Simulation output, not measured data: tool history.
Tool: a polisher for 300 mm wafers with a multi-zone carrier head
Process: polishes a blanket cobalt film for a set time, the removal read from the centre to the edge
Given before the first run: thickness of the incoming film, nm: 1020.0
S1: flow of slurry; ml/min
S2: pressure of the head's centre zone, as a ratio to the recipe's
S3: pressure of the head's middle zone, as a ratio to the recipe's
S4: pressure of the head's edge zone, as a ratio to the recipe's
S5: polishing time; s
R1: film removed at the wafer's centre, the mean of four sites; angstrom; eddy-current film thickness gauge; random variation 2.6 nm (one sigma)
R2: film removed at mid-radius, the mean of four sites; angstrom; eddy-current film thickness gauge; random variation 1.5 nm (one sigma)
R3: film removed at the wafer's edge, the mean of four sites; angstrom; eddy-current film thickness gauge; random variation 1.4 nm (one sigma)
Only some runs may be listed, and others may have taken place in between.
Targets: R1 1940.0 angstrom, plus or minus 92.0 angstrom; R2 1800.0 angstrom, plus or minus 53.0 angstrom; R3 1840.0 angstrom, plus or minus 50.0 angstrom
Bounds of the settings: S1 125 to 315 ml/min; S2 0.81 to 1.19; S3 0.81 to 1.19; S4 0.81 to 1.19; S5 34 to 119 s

| run | hour | S1 | S2 | S3 | S4 | S5 | R1 | R2 | R3 |
|---|---|---|---|---|---|---|---|---|---|
| 1 | 0.0 | 205 | 1.00 | 1.00 | 1.00 | 76 | 3302.9 | 3234.3 | 3271.6 |
| 2 | 6.0 | 200 | 0.99 | 0.98 | 0.96 | 66 | 2840.7 | 2746.7 | 2776.4 |
| 3 | 14.3 | 200 | 0.99 | 0.98 | 0.96 | 84 | 3610.3 | 3525.8 | 3486.7 |
| 4 | 20.0 | 190 | 0.98 | 0.95 | 0.92 | 73 | 3068.9 | 2942.9 | 3001.9 |
| 5 | 24.5 | 190 | 0.98 | 0.95 | 0.92 | 86 | 3606.4 | 3543.0 | 3514.5 |
| 6 | 29.7 | 215 | 0.98 | 0.95 | 0.92 | 86 | 3770.3 | 3547.0 | 3602.7 |
| 7 | 36.9 | 200 | 0.98 | 0.94 | 0.89 | 74 | 3139.2 | 3019.4 | 3039.2 |
| 8 | 41.4 | 190 | 0.99 | 0.93 | 0.87 | 64 | 2733.2 | 2544.7 | 2570.3 |

Which of these 4 next moves meets every target?
| A | 45.9 | 145 | 1.06 | 0.99 | 0.84 | 45 | ? | ? | ? |
| B | 45.9 | 210 | 1.14 | 1.00 | 0.81 | 89 | ? | ? | ? |
| C | 45.9 | 185 | 1.17 | 0.92 | 0.84 | 43 | ? | ? | ? |
| D | 45.9 | 235 | 1.02 | 0.96 | 0.97 | 43 | ? | ? | ? |

| move | R1 | R2 | R3 |
|---|---|---|---|
| A | 1889.7 | 1788.0 | 1718.7 |
| B | 4351.3 | 3823.0 | 3531.8 |
| C | 2107.7 | 1687.0 | 1703.6 |
| D | 1912.6 | 1814.0 | 1843.1 |
A: pushes the last run's worst result past its target
B: lands further from the targets than the last run did
C: pushes the last run's worst result past its target
D: each result inside its tolerance
Correct choice: D, which meets every target
